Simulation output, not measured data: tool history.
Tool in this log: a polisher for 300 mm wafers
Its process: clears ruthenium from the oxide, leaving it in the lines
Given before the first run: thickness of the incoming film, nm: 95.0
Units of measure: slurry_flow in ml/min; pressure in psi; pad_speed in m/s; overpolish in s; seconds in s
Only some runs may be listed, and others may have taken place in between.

run	hour	slurry_flow	pressure	pad_speed	overpolish	seconds
1	0.0	235	2.2	0.84	5	95.044
2	3.0	235	1.9	0.80	5	112.310
3	12.0	235	2.2	0.80	5	99.588
4	17.2	235	2.2	0.62	5	117.390
5	22.7	235	2.8	0.62	5	92.626
6	26.4	235	2.6	0.62	5	99.725
7	29.4	235	2.2	0.62	5	115.140
8	37.4	235	2.2	0.62	5	117.800
9	42.8	235	1.9	0.62	5	137.380
10	49.2	235	1.7	0.62	5	151.450
11	56.3	230	1.1	0.62	5	224.090
12	60.9	240	1.1	0.62	5	228.640

What will run 13 give?
13	62.9	240	1.2	0.62	5	?

Run 13 yielded seconds 207.090 s.
